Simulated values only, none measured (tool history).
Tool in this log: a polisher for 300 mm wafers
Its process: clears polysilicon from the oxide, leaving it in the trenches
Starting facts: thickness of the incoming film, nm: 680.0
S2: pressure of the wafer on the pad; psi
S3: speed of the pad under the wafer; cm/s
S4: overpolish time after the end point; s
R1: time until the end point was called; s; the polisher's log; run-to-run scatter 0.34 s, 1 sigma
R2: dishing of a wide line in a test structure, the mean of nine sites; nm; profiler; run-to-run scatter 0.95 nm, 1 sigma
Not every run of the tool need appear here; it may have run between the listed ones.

{"run": 1, "hour": 0.0, "flow of slurry (ml/min)": 240, "S2": 2.7, "S3": 100, "S4": 22, "R1": 62.646, "R2": 63.972}
{"run": 2, "hour": 4.3, "flow of slurry (ml/min)": 245, "S2": 3.1, "S3": 100, "S4": 18, "R1": 53.985, "R2": 62.391}
{"run": 3, "hour": 8.3, "flow of slurry (ml/min)": 245, "S2": 3.4, "S3": 100, "S4": 18, "R1": 50.203, "R2": 62.39}
{"run": 4, "hour": 12.7, "flow of slurry (ml/min)": 305, "S2": 3.4, "S3": 100, "S4": 18, "R1": 49.335, "R2": 62.435}
{"run": 5, "hour": 20.1, "flow of slurry (ml/min)": 315, "S2": 3.6, "S3": 102, "S4": 15, "R1": 45.046, "R2": 62.635}
{"run": 6, "hour": 21.6, "flow of slurry (ml/min)": 295, "S2": 3.7, "S3": 104, "S4": 13, "R1": 43.944, "R2": 61.731}
{"run": 7, "hour": 28.4, "flow of slurry (ml/min)": 280, "S2": 3.8, "S3": 106, "S4": 11, "R1": 41.807, "R2": 63.039}
{"run": 8, "hour": 32.5, "flow of slurry (ml/min)": 305, "S2": 3.9, "S3": 106, "S4": 10, "R1": 40.489, "R2": 59.888}
{"run": 9, "hour": 40.0, "flow of slurry (ml/min)": 325, "S2": 4, "S3": 106, "S4": 9, "R1": 39.996, "R2": 58.636}

Run 10, settings as shown, results not yet in. Your forecast:
{"run": 10, "hour": 46.9, "flow of slurry (ml/min)": 340, "S2": 4, "S3": 108, "S4": 8, "R1": "?", "R2": "?"}

{"run 10": {"R1": 38.146, "R2": 57.037}}
